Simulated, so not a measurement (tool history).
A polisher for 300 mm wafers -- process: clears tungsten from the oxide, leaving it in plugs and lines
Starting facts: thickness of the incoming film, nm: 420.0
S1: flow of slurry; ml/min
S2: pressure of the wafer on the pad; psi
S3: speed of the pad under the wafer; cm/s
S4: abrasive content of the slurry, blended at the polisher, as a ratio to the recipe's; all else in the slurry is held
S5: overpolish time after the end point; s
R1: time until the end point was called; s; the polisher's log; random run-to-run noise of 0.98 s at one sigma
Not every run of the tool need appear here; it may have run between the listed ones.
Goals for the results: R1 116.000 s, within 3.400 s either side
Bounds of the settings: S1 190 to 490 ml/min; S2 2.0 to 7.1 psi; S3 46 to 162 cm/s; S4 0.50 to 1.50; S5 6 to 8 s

| run | hour | S1 | S2 | S3 | S4 | S5 | R1 |
|---|---|---|---|---|---|---|---|
| 1 | 0.0 | 315 | 4.5 | 104 | 1.00 | 8 | 77.885 |
| 2 | 7.9 | 315 | 4.5 | 104 | 1.00 | 8 | 79.362 |
| 3 | 12.7 | 315 | 4.5 | 104 | 1.20 | 8 | 74.892 |
| 4 | 13.4 | 370 | 4.5 | 104 | 1.20 | 8 | 74.415 |
| 5 | 22.2 | 370 | 4.3 | 104 | 1.20 | 8 | 76.630 |
| 6 | 28.2 | 370 | 4.3 | 104 | 1.30 | 8 | 74.869 |
| 7 | 32.8 | 370 | 4.1 | 104 | 1.30 | 8 | 77.857 |
| 8 | 37.3 | 370 | 3.9 | 104 | 1.30 | 8 | 78.739 |
| 9 | 39.1 | 370 | 3.7 | 102 | 1.30 | 8 | 84.340 |
| 10 | 47.1 | 370 | 3.5 | 102 | 1.30 | 8 | 86.802 |

Consider the 5 candidate settings below. Which is the only one whose results all fall within their allowed miss of target?
| A | 55.1 | 480 | 3.3 | 94 | 1.45 | 6 | ? |
| B | 55.1 | 355 | 3.4 | 70 | 1.30 | 6 | ? |
| C | 55.1 | 395 | 4.2 | 138 | 1.40 | 6 | ? |
| D | 55.1 | 375 | 3.1 | 94 | 1.35 | 8 | ? |
| E | 55.1 | 240 | 2.6 | 92 | 1.45 | 6 | ? |

| move | R1 |
|---|---|
| A | 93.364 |
| B | 127.650 |
| C | 56.155 |
| D | 100.390 |
| E | 116.450 |
A: nearer than the last run, and not there yet
B: takes the result that was furthest off past its target
C: further off than the last run
D: nearer than the last run, and not there yet
E: all results land within tolerance of their targets
E meets every target.

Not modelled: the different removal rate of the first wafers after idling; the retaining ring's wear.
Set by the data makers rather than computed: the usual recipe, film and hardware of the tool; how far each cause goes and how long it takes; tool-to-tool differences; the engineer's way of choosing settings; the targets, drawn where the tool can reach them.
